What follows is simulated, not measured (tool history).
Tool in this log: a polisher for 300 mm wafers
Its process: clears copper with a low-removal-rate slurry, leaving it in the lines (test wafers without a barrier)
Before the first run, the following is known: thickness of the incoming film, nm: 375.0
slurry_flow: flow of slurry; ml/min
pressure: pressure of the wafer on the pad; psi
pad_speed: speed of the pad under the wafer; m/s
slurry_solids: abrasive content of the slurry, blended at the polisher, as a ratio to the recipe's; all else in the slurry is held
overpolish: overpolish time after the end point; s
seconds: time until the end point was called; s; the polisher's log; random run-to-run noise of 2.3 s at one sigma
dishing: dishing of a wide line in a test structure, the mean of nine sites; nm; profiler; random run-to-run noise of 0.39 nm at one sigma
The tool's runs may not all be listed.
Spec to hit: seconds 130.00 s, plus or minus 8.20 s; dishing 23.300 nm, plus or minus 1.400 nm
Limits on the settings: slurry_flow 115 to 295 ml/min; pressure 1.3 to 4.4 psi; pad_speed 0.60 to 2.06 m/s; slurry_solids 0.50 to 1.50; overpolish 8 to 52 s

{"run": 1, "day": 0.0, "slurry_flow": 190, "pressure": 2.8, "pad_speed": 1.32, "slurry_solids": 1.0, "overpolish": 26, "seconds": 101.86, "dishing": 51.834}
{"run": 2, "day": 0.038, "slurry_flow": 190, "pressure": 2.6, "pad_speed": 1.34, "slurry_solids": 1.0, "overpolish": 22, "seconds": 106.55, "dishing": 43.965}
{"run": 3, "day": 0.192, "slurry_flow": 190, "pressure": 2.1, "pad_speed": 1.34, "slurry_solids": 1.0, "overpolish": 22, "seconds": 136.98, "dishing": 34.762}
{"run": 4, "day": 0.404, "slurry_flow": 235, "pressure": 2.1, "pad_speed": 1.34, "slurry_solids": 1.0, "overpolish": 22, "seconds": 130.52, "dishing": 35.679}
{"run": 5, "day": 0.671, "slurry_flow": 235, "pressure": 2.1, "pad_speed": 1.16, "slurry_solids": 1.0, "overpolish": 22, "seconds": 151.9, "dishing": 32.484}
{"run": 6, "day": 0.833, "slurry_flow": 240, "pressure": 2.1, "pad_speed": 1.2, "slurry_solids": 1.0, "overpolish": 19, "seconds": 142.47, "dishing": 29.026}
{"run": 7, "day": 0.954, "slurry_flow": 245, "pressure": 2.2, "pad_speed": 1.26, "slurry_solids": 1.0, "overpolish": 10, "seconds": 134.53, "dishing": 18.142}
{"run": 8, "day": 1.133, "slurry_flow": 245, "pressure": 2.2, "pad_speed": 1.26, "slurry_solids": 1.0, "overpolish": 11, "seconds": 132.77, "dishing": 19.976}

Next run, 5 choices. One meets every target within its allowed miss, the rest don't. Which?
{"run": "A", "day": 1.312, "slurry_flow": 265, "pressure": 2.1, "pad_speed": 1.3, "slurry_solids": 1.05, "overpolish": 13, "seconds": "?", "dishing": "?"}
{"run": "B", "day": 1.312, "slurry_flow": 200, "pressure": 2.4, "pad_speed": 1.42, "slurry_solids": 1.0, "overpolish": 11, "seconds": "?", "dishing": "?"}
{"run": "C", "day": 1.312, "slurry_flow": 230, "pressure": 2.2, "pad_speed": 1.12, "slurry_solids": 1.0, "overpolish": 15, "seconds": "?", "dishing": "?"}
{"run": "D", "day": 1.312, "slurry_flow": 245, "pressure": 2.4, "pad_speed": 1.1, "slurry_solids": 0.95, "overpolish": 10, "seconds": "?", "dishing": "?"}
{"run": "E", "day": 1.312, "slurry_flow": 245, "pressure": 2.4, "pad_speed": 1.22, "slurry_solids": 1.0, "overpolish": 15, "seconds": "?", "dishing": "?"}

move=A seconds=133.52 dishing=23.599
move=B seconds=112.15 dishing=23.901
move=C seconds=150.93 dishing=24.084
move=D seconds=141.44 dishing=17.787
move=E seconds=126.90 dishing=28.141
A: each result inside its tolerance
B: brings the result that was furthest off to its target, and leaves another outside
C: brings the result that was furthest off to its target, and leaves another outside
D: the biggest miss grows against the last run
E: carries the result that was furthest off beyond its target, to the other side
The right move is A.

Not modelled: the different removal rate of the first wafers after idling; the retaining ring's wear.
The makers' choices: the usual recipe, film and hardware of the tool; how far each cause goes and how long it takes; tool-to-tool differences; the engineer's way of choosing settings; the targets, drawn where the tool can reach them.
